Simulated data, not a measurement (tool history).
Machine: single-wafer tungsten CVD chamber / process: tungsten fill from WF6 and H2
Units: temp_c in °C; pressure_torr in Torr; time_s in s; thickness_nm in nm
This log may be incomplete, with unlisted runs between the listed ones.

| run | hour | temp_c | pressure_torr | time_s | thickness_nm |
|---|---|---|---|---|---|
| 1 | 0 | 380 | 40.6 | 27.5 | 64.536 |
| 2 | 3.9 | 375 | 40.6 | 27.5 | 57.586 |
| 3 | 6.4 | 375 | 40.6 | 26.1 | 54.289 |
| 4 | 7.4 | 378 | 40.7 | 26.1 | 58.417 |
| 5 | 13.8 | 381 | 41 | 26.1 | 62.864 |
| 6 | 18.9 | 381 | 45 | 26.1 | 65.925 |
| 7 | 22 | 383 | 45.1 | 26.1 | 69.165 |

Run 8 has not been measured yet. What should we expect?
| 8 | 28.6 | 385 | 45.2 | 26.1 | ? |

{"run 8": {"thickness_nm": 72.112}}
